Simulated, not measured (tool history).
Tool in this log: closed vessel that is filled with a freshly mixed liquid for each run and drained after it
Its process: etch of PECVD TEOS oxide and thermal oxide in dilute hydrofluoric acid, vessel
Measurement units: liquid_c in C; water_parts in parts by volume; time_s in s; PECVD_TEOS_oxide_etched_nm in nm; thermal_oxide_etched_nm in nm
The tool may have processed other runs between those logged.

| run | hour | liquid_c | water_parts | time_s | PECVD_TEOS_oxide_etched_nm | thermal_oxide_etched_nm |
|---|---|---|---|---|---|---|
| 1 | 0.0 | 21.0 | 180 | 530 | 40.676 | 11.307 |
| 2 | 7.0 | 22.0 | 180 | 530 | 42.706 | 11.765 |
| 3 | 10.9 | 24.0 | 180 | 530 | 45.783 | 12.688 |
| 4 | 17.2 | 24.5 | 180 | 530 | 46.508 | 12.798 |
| 5 | 23.3 | 25.0 | 180 | 530 | 47.444 | 13.089 |
| 6 | 29.5 | 22.0 | 180 | 530 | 42.198 | 11.672 |
| 7 | 37.2 | 23.0 | 180 | 530 | 43.972 | 12.083 |
| 8 | 41.5 | 24.0 | 180 | 530 | 45.988 | 12.537 |
| 9 | 45.3 | 24.5 | 180 | 530 | 46.764 | 12.811 |
| 10 | 50.4 | 25.0 | 180 | 530 | 47.366 | 13.107 |
| 11 | 58.5 | 25.0 | 180 | 530 | 47.524 | 13.118 |
| 12 | 67.1 | 25.5 | 180 | 530 | 48.466 | 13.353 |
| 13 | 71.1 | 26.0 | 180 | 530 | 49.113 | 13.566 |
| 14 | 79.3 | 26.0 | 180 | 530 | 49.234 | 13.582 |
| 15 | 85.8 | 26.5 | 180 | 530 | 50.020 | 13.771 |
| 16 | 91.5 | 27.0 | 180 | 530 | 50.988 | 14.014 |

Run 17, settings as shown, results not yet in. Your forecast:
| 17 | 98.0 | 27.5 | 180 | 530 | ? | ? |

{"run 17": {"PECVD_TEOS_oxide_etched_nm": 51.84, "thermal_oxide_etched_nm": 14.417}}
